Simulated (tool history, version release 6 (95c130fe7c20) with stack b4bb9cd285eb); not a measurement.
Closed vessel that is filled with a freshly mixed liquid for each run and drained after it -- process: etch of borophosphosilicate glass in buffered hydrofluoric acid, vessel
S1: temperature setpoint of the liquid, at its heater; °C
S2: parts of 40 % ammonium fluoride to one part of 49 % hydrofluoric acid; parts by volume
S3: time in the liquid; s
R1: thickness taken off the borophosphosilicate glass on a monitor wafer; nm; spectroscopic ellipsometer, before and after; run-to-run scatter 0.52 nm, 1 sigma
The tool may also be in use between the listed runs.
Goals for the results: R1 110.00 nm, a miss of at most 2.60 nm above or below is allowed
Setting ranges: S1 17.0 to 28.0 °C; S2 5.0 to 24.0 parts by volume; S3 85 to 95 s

run,hour,S1,S2,S3,R1
1,0.0,20.0,14.5,85,184.04
2,4.3,21.5,14.5,85,199.63
3,7.5,21.5,16.0,85,179.77
4,11.7,24.0,16.0,85,207.53
5,18.5,23.0,16.5,85,190.53
6,24.5,21.5,16.5,85,176.11
7,28.3,21.0,17.0,85,166.66
8,29.5,20.5,17.5,85,157.00
9,35.1,20.0,18.0,85,147.40
10,44.1,19.5,18.5,85,140.31
11,49.9,19.0,19.0,85,134.10
12,55.3,18.5,19.0,85,128.65
13,56.6,17.5,20.0,85,116.38
14,65.5,17.5,20.0,85,116.34

5 next moves are on the table. One of them brings every result within its allowed miss. Which?
A,74.4,17.0,20.5,85,?
B,74.4,20.5,23.5,85,?
C,74.4,17.5,22.0,85,?
D,74.4,17.0,22.0,85,?
E,74.4,18.5,22.0,90,?

move,R1
A,110.20
B,119.14
C,105.68
D,102.73
E,118.36
A: all results land within tolerance of their targets
B: the biggest miss grows against the last run
C: takes the result that was furthest off past its target
D: takes the result that was furthest off past its target
E: the biggest miss grows against the last run
Go with A: it meets all targets.

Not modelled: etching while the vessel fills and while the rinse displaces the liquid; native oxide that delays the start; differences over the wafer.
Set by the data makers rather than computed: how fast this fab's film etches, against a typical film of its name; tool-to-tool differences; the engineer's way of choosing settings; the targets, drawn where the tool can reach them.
